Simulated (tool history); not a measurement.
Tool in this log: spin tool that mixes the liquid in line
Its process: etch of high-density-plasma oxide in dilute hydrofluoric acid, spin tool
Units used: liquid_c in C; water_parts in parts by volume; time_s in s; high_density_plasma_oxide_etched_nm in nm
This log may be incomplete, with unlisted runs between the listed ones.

| run | hour | liquid_c | water_parts | time_s | high_density_plasma_oxide_etched_nm |
|---|---|---|---|---|---|
| 1 | 0 | 24 | 255 | 265 | 4.6506 |
| 2 | 8.8 | 24 | 255 | 285 | 4.9336 |
| 3 | 16.5 | 25 | 250 | 285 | 5.2594 |
| 4 | 21.1 | 26 | 240 | 285 | 5.7205 |
| 5 | 29.6 | 27 | 235 | 285 | 6.2823 |
| 6 | 33 | 27.5 | 235 | 285 | 6.2663 |

Run 7 is up next; what results do you expect?
| 7 | 40 | 31.5 | 220 | 285 | ? |

high_density_plasma_oxide_etched_nm: 7.8643 nm

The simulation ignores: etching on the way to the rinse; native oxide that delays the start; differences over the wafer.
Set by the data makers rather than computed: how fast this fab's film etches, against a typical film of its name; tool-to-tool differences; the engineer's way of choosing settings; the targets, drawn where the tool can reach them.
